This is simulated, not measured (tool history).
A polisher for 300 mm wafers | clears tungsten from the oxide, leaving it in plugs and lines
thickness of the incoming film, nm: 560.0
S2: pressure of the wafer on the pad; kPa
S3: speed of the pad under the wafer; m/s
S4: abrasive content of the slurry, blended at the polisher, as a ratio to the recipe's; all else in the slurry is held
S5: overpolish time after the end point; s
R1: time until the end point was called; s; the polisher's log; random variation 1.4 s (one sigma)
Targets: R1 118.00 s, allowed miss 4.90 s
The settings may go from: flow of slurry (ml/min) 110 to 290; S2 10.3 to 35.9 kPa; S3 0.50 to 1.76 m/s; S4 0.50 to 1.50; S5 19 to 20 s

Run 1, hour 0.0: flow of slurry (ml/min) 185, S2 22.8 kPa, S3 1.12 m/s, S4 1.00, S5 19 s. Result: R1 166.84 s.
Run 2, hour 5.0: flow of slurry (ml/min) 185, S2 22.8 kPa, S3 1.12 m/s, S4 1.00, S5 19 s. Result: R1 169.15 s.
Run 3, hour 12.6: flow of slurry (ml/min) 210, S2 22.8 kPa, S3 1.12 m/s, S4 1.00, S5 19 s. Result: R1 164.73 s.
Run 4, hour 21.7: flow of slurry (ml/min) 210, S2 23.4 kPa, S3 1.12 m/s, S4 1.00, S5 19 s. Result: R1 162.67 s.
Run 5, hour 25.0: flow of slurry (ml/min) 210, S2 24.1 kPa, S3 1.12 m/s, S4 1.00, S5 19 s. Result: R1 156.86 s.
Run 6, hour 25.9: flow of slurry (ml/min) 210, S2 24.8 kPa, S3 1.12 m/s, S4 1.00, S5 19 s. Result: R1 153.25 s.
Run 7, hour 34.4: flow of slurry (ml/min) 210, S2 25.5 kPa, S3 1.12 m/s, S4 1.00, S5 19 s. Result: R1 146.95 s.
Run 8, hour 35.9: flow of slurry (ml/min) 210, S2 26.2 kPa, S3 1.12 m/s, S4 1.00, S5 19 s. Result: R1 141.61 s.
Run 9, hour 42.1: flow of slurry (ml/min) 210, S2 26.9 kPa, S3 1.12 m/s, S4 1.00, S5 19 s. Result: R1 141.61 s.

Which of these 4 next moves meets every target?
Run A, hour 48.3: flow of slurry (ml/min) 200, S2 29.6 kPa, S3 1.34 m/s, S4 0.90, S5 20 s. Result: R1 ?.
Run B, hour 48.3: flow of slurry (ml/min) 205, S2 30.3 kPa, S3 1.26 m/s, S4 1.10, S5 19 s. Result: R1 ?.
Run C, hour 48.3: flow of slurry (ml/min) 240, S2 26.2 kPa, S3 1.30 m/s, S4 1.15, S5 20 s. Result: R1 ?.
Run D, hour 48.3: flow of slurry (ml/min) 230, S2 35.9 kPa, S3 1.12 m/s, S4 0.75, S5 19 s. Result: R1 ?.

move      R1
   A  108.78
   B  108.39
   C  117.78
   D  109.13
A: takes the result that was furthest off past its target
B: takes the result that was furthest off past its target
C: meets every target
D: takes the result that was furthest off past its target
The right move is C.
